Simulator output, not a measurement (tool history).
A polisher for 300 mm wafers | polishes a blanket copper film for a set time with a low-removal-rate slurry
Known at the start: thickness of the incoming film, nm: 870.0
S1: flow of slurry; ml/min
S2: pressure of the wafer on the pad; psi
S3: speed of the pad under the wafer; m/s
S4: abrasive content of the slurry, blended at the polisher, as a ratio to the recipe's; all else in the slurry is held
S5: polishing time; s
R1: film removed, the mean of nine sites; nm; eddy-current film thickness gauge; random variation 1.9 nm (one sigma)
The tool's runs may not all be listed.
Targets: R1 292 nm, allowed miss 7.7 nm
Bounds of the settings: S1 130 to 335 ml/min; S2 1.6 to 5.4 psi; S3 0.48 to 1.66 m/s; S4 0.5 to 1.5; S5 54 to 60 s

{"run": 1, "hour": 0.0, "S1": 215, "S2": 3.5, "S3": 1.06, "S4": 1, "S5": 60, "R1": 222.04}
{"run": 2, "hour": 3.4, "S1": 255, "S2": 3.5, "S3": 1.06, "S4": 1, "S5": 60, "R1": 226.55}
{"run": 3, "hour": 10.1, "S1": 255, "S2": 3.5, "S3": 1.06, "S4": 1, "S5": 54, "R1": 203.87}
{"run": 4, "hour": 12.5, "S1": 255, "S2": 3.8, "S3": 1.06, "S4": 1, "S5": 54, "R1": 220.54}
{"run": 5, "hour": 14.7, "S1": 255, "S2": 4.1, "S3": 1.06, "S4": 1, "S5": 54, "R1": 233.81}
{"run": 6, "hour": 19.0, "S1": 255, "S2": 4.7, "S3": 1.06, "S4": 1, "S5": 54, "R1": 266.31}
{"run": 7, "hour": 21.7, "S1": 255, "S2": 4.8, "S3": 1.06, "S4": 1, "S5": 54, "R1": 273.45}
{"run": 8, "hour": 23.4, "S1": 255, "S2": 4.9, "S3": 1.06, "S4": 1, "S5": 54, "R1": 274.26}
{"run": 9, "hour": 28.3, "S1": 255, "S2": 5, "S3": 1.06, "S4": 1, "S5": 54, "R1": 281.33}

Which of these 4 next moves meets every target?
{"run": "A", "hour": 33.2, "S1": 235, "S2": 5.4, "S3": 0.96, "S4": 0.9, "S5": 60, "R1": "?"}
{"run": "B", "hour": 33.2, "S1": 240, "S2": 5.3, "S3": 0.92, "S4": 1.05, "S5": 58, "R1": "?"}
{"run": "C", "hour": 33.2, "S1": 280, "S2": 4.6, "S3": 1.1, "S4": 0.85, "S5": 56, "R1": "?"}
{"run": "D", "hour": 33.2, "S1": 295, "S2": 4.9, "S3": 1.02, "S4": 1, "S5": 56, "R1": "?"}

move=A R1=295.5
move=B R1=278.17
move=C R1=274.2
move=D R1=279.48
A: meets every target
B: further off than the last run
C: further off than the last run
D: further off than the last run
Answer: A

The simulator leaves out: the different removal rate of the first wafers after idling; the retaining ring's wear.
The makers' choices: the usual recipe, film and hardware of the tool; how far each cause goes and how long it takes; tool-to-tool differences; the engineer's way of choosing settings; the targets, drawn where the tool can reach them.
